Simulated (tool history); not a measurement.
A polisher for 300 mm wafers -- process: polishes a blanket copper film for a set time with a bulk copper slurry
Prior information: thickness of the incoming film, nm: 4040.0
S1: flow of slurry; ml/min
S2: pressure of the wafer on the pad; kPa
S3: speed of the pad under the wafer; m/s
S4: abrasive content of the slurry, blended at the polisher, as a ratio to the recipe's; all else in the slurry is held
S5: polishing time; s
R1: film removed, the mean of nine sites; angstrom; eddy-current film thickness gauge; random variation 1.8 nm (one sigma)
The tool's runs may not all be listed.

{"run": 1, "day": 0.0, "S1": 305, "S2": 11.7, "S3": 1.42, "S4": 1, "S5": 85, "R1": 7299.1}
{"run": 2, "day": 0.083, "S1": 260, "S2": 11.7, "S3": 1.42, "S4": 1, "S5": 85, "R1": 7157.8}
{"run": 3, "day": 0.183, "S1": 250, "S2": 9.7, "S3": 1.18, "S4": 0.95, "S5": 85, "R1": 5024.1}
{"run": 4, "day": 0.333, "S1": 250, "S2": 9.7, "S3": 1.18, "S4": 1.15, "S5": 85, "R1": 5310.3}
{"run": 5, "day": 0.629, "S1": 235, "S2": 8.3, "S3": 1.02, "S4": 1.05, "S5": 85, "R1": 3851.6}
{"run": 6, "day": 0.738, "S1": 235, "S2": 8.3, "S3": 0.8, "S4": 1.05, "S5": 85, "R1": 3210.8}
{"run": 7, "day": 0.783, "S1": 235, "S2": 7.6, "S3": 0.78, "S4": 1.05, "S5": 85, "R1": 2917.4}
{"run": 8, "day": 0.9, "S1": 235, "S2": 6.9, "S3": 0.78, "S4": 1.05, "S5": 85, "R1": 2643.8}
{"run": 9, "day": 1.079, "S1": 235, "S2": 6.2, "S3": 0.78, "S4": 1.05, "S5": 85, "R1": 2446.3}

What will run 10 give?
{"run": 10, "day": 1.254, "S1": 235, "S2": 5.5, "S3": 0.78, "S4": 1.05, "S5": 85, "R1": "?"}

R1: 2156.1 angstrom

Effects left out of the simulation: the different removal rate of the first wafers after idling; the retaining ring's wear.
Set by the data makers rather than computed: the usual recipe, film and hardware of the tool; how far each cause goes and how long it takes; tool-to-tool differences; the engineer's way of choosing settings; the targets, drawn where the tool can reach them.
